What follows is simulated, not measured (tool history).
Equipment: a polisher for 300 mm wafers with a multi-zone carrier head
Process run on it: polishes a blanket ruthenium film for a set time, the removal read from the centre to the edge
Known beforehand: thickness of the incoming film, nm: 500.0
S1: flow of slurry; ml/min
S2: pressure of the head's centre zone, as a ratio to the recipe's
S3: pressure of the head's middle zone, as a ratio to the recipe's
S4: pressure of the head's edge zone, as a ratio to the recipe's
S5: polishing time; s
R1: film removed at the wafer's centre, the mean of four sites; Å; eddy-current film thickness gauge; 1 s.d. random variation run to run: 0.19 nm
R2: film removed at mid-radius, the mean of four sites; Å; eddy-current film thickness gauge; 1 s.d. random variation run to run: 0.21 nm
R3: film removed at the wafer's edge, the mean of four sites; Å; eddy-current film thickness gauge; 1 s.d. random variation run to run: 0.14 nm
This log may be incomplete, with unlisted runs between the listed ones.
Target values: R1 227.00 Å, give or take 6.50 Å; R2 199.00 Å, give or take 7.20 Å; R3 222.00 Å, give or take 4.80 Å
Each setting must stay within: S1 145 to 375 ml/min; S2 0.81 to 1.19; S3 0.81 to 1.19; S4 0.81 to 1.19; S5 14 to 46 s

run 1 hour=0.0 | S1=240 S2=1.00 S3=1.00 S4=1.00 S5=30 | R1=350.66 R2=350.13 R3=363.19
run 2 hour=0.9 | S1=230 S2=1.00 S3=0.96 S4=0.96 S5=27 | R1=312.47 R2=304.78 R3=315.54
run 3 hour=2.6 | S1=220 S2=1.00 S3=0.92 S4=0.95 S5=25 | R1=281.82 R2=269.77 R3=290.54
run 4 hour=7.4 | S1=220 S2=1.00 S3=0.92 S4=0.95 S5=31 | R1=357.37 R2=342.34 R3=362.50
run 5 hour=8.2 | S1=170 S2=1.00 S3=0.92 S4=0.95 S5=31 | R1=348.23 R2=325.89 R3=358.17
run 6 hour=15.0 | S1=165 S2=1.01 S3=0.90 S4=0.92 S5=28 | R1=315.61 R2=289.92 R3=316.66
run 7 hour=21.3 | S1=165 S2=1.01 S3=0.90 S4=0.92 S5=28 | R1=315.45 R2=293.09 R3=316.75
run 8 hour=23.0 | S1=160 S2=1.02 S3=0.88 S4=0.91 S5=25 | R1=283.30 R2=252.69 R3=283.33
run 9 hour=31.0 | S1=165 S2=1.02 S3=0.87 S4=0.89 S5=23 | R1=260.75 R2=232.15 R3=255.21
run 10 hour=38.5 | S1=165 S2=1.02 S3=0.87 S4=0.89 S5=23 | R1=260.64 R2=231.38 R3=259.61
run 11 hour=41.0 | S1=170 S2=1.02 S3=0.86 S4=0.87 S5=22 | R1=255.50 R2=222.42 R3=243.09
run 12 hour=41.7 | S1=150 S2=0.96 S3=0.81 S4=0.85 S5=20 | R1=208.57 R2=189.13 R3=218.29
run 13 hour=50.1 | S1=160 S2=0.97 S3=0.82 S4=0.85 S5=20 | R1=216.15 R2=193.79 R3=218.75
run 14 hour=51.3 | S1=165 S2=0.98 S3=0.82 S4=0.85 S5=20 | R1=217.96 R2=195.01 R3=219.00

Pick the move, out of 4, that brings all results within their allowed miss; only one does.
run A hour=52.5 | S1=155 S2=0.93 S3=0.82 S4=0.81 S5=20 | R1=? R2=? R3=?
run B hour=52.5 | S1=180 S2=1.01 S3=0.83 S4=0.86 S5=20 | R1=? R2=? R3=?
run C hour=52.5 | S1=145 S2=1.13 S3=0.81 S4=0.95 S5=19 | R1=? R2=? R3=?
run D hour=52.5 | S1=170 S2=0.91 S3=0.85 S4=0.89 S5=20 | R1=? R2=? R3=?

move=A R1=204.57 R2=196.01 R3=214.83
move=B R1=226.29 R2=200.75 R3=222.45
move=C R1=234.55 R2=183.03 R3=216.48
move=D R1=202.39 R2=203.11 R3=224.50
A: the biggest miss grows against the last run
B: all results land within tolerance of their targets
C: takes the biggest miss from the last run beyond its target
D: the biggest miss grows against the last run
Move B is the one to make.

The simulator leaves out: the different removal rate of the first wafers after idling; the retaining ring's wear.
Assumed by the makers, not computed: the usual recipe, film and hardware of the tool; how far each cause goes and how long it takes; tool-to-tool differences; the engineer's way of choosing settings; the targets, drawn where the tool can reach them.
